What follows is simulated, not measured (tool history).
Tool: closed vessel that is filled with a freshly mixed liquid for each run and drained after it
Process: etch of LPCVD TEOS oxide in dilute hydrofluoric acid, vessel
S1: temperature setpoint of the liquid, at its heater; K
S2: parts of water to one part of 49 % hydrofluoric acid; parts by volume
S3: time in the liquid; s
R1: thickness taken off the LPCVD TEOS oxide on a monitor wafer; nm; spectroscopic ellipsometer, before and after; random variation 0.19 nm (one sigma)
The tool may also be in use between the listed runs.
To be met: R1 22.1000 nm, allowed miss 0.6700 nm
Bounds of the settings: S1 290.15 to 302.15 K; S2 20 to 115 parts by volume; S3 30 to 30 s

Run 1, hour 0.0: S1 294.15 K, S2 65 parts by volume, S3 30 s. Result: R1 9.6265 nm.
Run 2, hour 3.8: S1 294.15 K, S2 65 parts by volume, S3 30 s. Result: R1 9.7015 nm.
Run 3, hour 10.0: S1 296.15 K, S2 60 parts by volume, S3 30 s. Result: R1 11.5120 nm.
Run 4, hour 16.6: S1 296.15 K, S2 70 parts by volume, S3 30 s. Result: R1 9.5618 nm.
Run 5, hour 22.9: S1 297.65 K, S2 60 parts by volume, S3 30 s. Result: R1 12.1330 nm.
Run 6, hour 29.7: S1 297.65 K, S2 40 parts by volume, S3 30 s. Result: R1 18.6990 nm.
Run 7, hour 36.1: S1 298.65 K, S2 40 parts by volume, S3 30 s. Result: R1 19.4480 nm.
Run 8, hour 41.4: S1 299.15 K, S2 40 parts by volume, S3 30 s. Result: R1 20.0360 nm.
Run 9, hour 44.3: S1 299.65 K, S2 40 parts by volume, S3 30 s. Result: R1 20.2340 nm.

Which of these 5 next moves meets every target?
Run A, hour 47.2: S1 300.15 K, S2 40 parts by volume, S3 30 s. Result: R1 ?.
Run B, hour 47.2: S1 301.65 K, S2 40 parts by volume, S3 30 s. Result: R1 ?.
Run C, hour 47.2: S1 295.65 K, S2 30 parts by volume, S3 30 s. Result: R1 ?.
Run D, hour 47.2: S1 296.15 K, S2 35 parts by volume, S3 30 s. Result: R1 ?.
Run E, hour 47.2: S1 300.65 K, S2 35 parts by volume, S3 30 s. Result: R1 ?.

move       R1
   A  20.8830
   B  22.1850
   C  23.4270
   D  20.3750
   E  24.5330
A: nearer than the last run, and not there yet
B: meets every target
C: takes the result that was furthest off past its target
D: nearer than the last run, and not there yet
E: takes the result that was furthest off past its target
Move B is the one to make.

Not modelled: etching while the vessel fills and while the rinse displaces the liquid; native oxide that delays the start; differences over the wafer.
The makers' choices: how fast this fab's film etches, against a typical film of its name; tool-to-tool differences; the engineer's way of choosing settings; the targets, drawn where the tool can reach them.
